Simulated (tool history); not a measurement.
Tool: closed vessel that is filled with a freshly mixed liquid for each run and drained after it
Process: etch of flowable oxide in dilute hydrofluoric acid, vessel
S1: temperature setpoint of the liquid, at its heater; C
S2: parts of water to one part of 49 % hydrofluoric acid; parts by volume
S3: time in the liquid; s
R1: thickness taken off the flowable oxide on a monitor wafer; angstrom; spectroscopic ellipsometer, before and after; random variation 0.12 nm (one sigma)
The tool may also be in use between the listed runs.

| run | hour | S1 | S2 | S3 | R1 |
|---|---|---|---|---|---|
| 1 | 0.0 | 23.0 | 285 | 90 | 77.787 |
| 2 | 4.1 | 20.5 | 285 | 90 | 70.433 |
| 3 | 8.0 | 20.5 | 285 | 90 | 70.864 |
| 4 | 12.1 | 20.5 | 205 | 90 | 105.590 |
| 5 | 17.0 | 21.5 | 200 | 90 | 112.900 |
| 6 | 25.5 | 21.5 | 250 | 90 | 85.621 |

The next listed run, before its measurement:
| 7 | 33.1 | 22.5 | 240 | 90 | ? |

{"run 7": {"R1": 94.953}}
